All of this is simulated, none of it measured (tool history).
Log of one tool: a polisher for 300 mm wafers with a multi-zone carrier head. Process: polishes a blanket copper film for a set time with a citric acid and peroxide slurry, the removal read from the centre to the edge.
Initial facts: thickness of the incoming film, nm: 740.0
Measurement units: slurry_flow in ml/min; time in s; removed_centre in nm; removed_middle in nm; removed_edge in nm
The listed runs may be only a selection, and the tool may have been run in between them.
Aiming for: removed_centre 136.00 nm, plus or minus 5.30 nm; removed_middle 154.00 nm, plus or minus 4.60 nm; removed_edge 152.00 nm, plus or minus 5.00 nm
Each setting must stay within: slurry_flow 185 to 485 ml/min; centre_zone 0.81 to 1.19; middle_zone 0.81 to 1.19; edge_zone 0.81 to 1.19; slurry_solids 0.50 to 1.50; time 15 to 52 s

run 1 hour=0.0 | slurry_flow=310 centre_zone=1.00 middle_zone=1.00 edge_zone=1.00 slurry_solids=1.00 time=33 | removed_centre=124.66 removed_middle=127.05 removed_edge=123.58
run 2 hour=8.1 | slurry_flow=310 centre_zone=1.00 middle_zone=1.01 edge_zone=1.02 slurry_solids=1.05 time=33 | removed_centre=128.21 removed_middle=128.73 removed_edge=127.64
run 3 hour=9.6 | slurry_flow=315 centre_zone=0.99 middle_zone=1.03 edge_zone=1.04 slurry_solids=1.05 time=33 | removed_centre=127.25 removed_middle=130.44 removed_edge=130.60
run 4 hour=16.5 | slurry_flow=320 centre_zone=0.99 middle_zone=1.05 edge_zone=1.05 slurry_solids=1.05 time=33 | removed_centre=125.82 removed_middle=133.26 removed_edge=130.57
run 5 hour=24.1 | slurry_flow=320 centre_zone=1.08 middle_zone=1.05 edge_zone=1.05 slurry_solids=1.05 time=33 | removed_centre=137.18 removed_middle=132.04 removed_edge=127.59
run 6 hour=31.8 | slurry_flow=320 centre_zone=1.08 middle_zone=1.05 edge_zone=1.05 slurry_solids=0.90 time=33 | removed_centre=137.69 removed_middle=128.81 removed_edge=124.86
run 7 hour=38.4 | slurry_flow=320 centre_zone=1.08 middle_zone=1.05 edge_zone=1.05 slurry_solids=0.90 time=33 | removed_centre=134.90 removed_middle=127.84 removed_edge=125.67
run 8 hour=40.6 | slurry_flow=330 centre_zone=0.98 middle_zone=1.13 edge_zone=1.15 slurry_solids=1.15 time=34 | removed_centre=134.33 removed_middle=148.63 removed_edge=139.38
run 9 hour=41.5 | slurry_flow=330 centre_zone=0.97 middle_zone=1.13 edge_zone=1.15 slurry_solids=1.15 time=34 | removed_centre=133.03 removed_middle=148.35 removed_edge=141.36
run 10 hour=44.5 | slurry_flow=340 centre_zone=0.95 middle_zone=1.12 edge_zone=1.17 slurry_solids=1.25 time=34 | removed_centre=131.31 removed_middle=150.46 removed_edge=145.30

Which single option among these 4 for the next run brings every result within its allowed miss of target? Just one does.
run A hour=47.5 | slurry_flow=395 centre_zone=0.81 middle_zone=1.07 edge_zone=1.19 slurry_solids=1.50 time=35 | removed_centre=? removed_middle=? removed_edge=?
run B hour=47.5 | slurry_flow=320 centre_zone=0.96 middle_zone=1.02 edge_zone=1.19 slurry_solids=1.45 time=35 | removed_centre=? removed_middle=? removed_edge=?
run C hour=47.5 | slurry_flow=225 centre_zone=0.99 middle_zone=1.14 edge_zone=1.19 slurry_solids=1.50 time=35 | removed_centre=? removed_middle=? removed_edge=?
run D hour=47.5 | slurry_flow=355 centre_zone=0.89 middle_zone=1.19 edge_zone=1.17 slurry_solids=1.25 time=34 | removed_centre=? removed_middle=? removed_edge=?

move=A removed_centre=120.19 removed_middle=155.69 removed_edge=161.19
move=B removed_centre=138.10 removed_middle=145.82 removed_edge=158.11
move=C removed_centre=137.08 removed_middle=155.00 removed_edge=154.11
move=D removed_centre=122.72 removed_middle=158.89 removed_edge=148.93
A: pushes the last run's worst result past its target
B: pushes the last run's worst result past its target
C: every result lands within tolerance
D: brings the result that was furthest off to its target, and leaves another outside
C is the move that brings every result within its allowed miss.
